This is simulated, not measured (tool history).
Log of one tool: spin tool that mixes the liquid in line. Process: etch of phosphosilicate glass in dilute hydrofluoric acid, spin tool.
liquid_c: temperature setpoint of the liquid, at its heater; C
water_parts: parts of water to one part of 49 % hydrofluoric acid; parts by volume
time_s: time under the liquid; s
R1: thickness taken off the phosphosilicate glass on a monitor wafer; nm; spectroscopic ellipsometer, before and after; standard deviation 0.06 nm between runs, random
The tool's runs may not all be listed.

{"run": 1, "hour": 0.0, "liquid_c": 20, "water_parts": 175, "time_s": 15, "R1": 6.7457}
{"run": 2, "hour": 3.4, "liquid_c": 20, "water_parts": 175, "time_s": 15, "R1": 6.7257}
{"run": 3, "hour": 5.8, "liquid_c": 21, "water_parts": 160, "time_s": 15, "R1": 7.8177}
{"run": 4, "hour": 8.5, "liquid_c": 20, "water_parts": 160, "time_s": 15, "R1": 7.4567}
{"run": 5, "hour": 13.2, "liquid_c": 20, "water_parts": 160, "time_s": 15, "R1": 7.461}
{"run": 6, "hour": 17.0, "liquid_c": 20, "water_parts": 160, "time_s": 15, "R1": 7.4947}
{"run": 7, "hour": 21.6, "liquid_c": 20, "water_parts": 160, "time_s": 15, "R1": 7.5053}
{"run": 8, "hour": 23.2, "liquid_c": 21, "water_parts": 150, "time_s": 15, "R1": 8.4064}

What will run 9 give?
{"run": 9, "hour": 24.3, "liquid_c": 22, "water_parts": 140, "time_s": 15, "R1": "?"}

{"run 9": {"R1": 9.4697}}
